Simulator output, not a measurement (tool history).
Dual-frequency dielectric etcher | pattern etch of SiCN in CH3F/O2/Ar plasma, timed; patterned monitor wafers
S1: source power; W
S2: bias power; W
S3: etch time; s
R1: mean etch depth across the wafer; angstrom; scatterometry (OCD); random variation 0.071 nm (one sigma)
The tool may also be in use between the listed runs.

Run 1, hour 0.0: S1 470 W, S2 81 W, S3 50.5 s. Result: R1 216.60 angstrom.
Run 2, hour 7.5: S1 500 W, S2 82 W, S3 50.5 s. Result: R1 222.33 angstrom.
Run 3, hour 8.9: S1 450 W, S2 82 W, S3 50.5 s. Result: R1 212.75 angstrom.
Run 4, hour 15.9: S1 530 W, S2 82 W, S3 50.5 s. Result: R1 229.01 angstrom.
Run 5, hour 22.6: S1 570 W, S2 82 W, S3 50.5 s. Result: R1 236.58 angstrom.
Run 6, hour 23.9: S1 520 W, S2 82 W, S3 50.5 s. Result: R1 226.07 angstrom.
Run 7, hour 30.6: S1 540 W, S2 83 W, S3 50.5 s. Result: R1 230.56 angstrom.

Run 8 comes next. What will it give?
Run 8, hour 35.6: S1 550 W, S2 83 W, S3 50.5 s. Result: R1 ?.

{"run 8": {"R1": 233.58}}

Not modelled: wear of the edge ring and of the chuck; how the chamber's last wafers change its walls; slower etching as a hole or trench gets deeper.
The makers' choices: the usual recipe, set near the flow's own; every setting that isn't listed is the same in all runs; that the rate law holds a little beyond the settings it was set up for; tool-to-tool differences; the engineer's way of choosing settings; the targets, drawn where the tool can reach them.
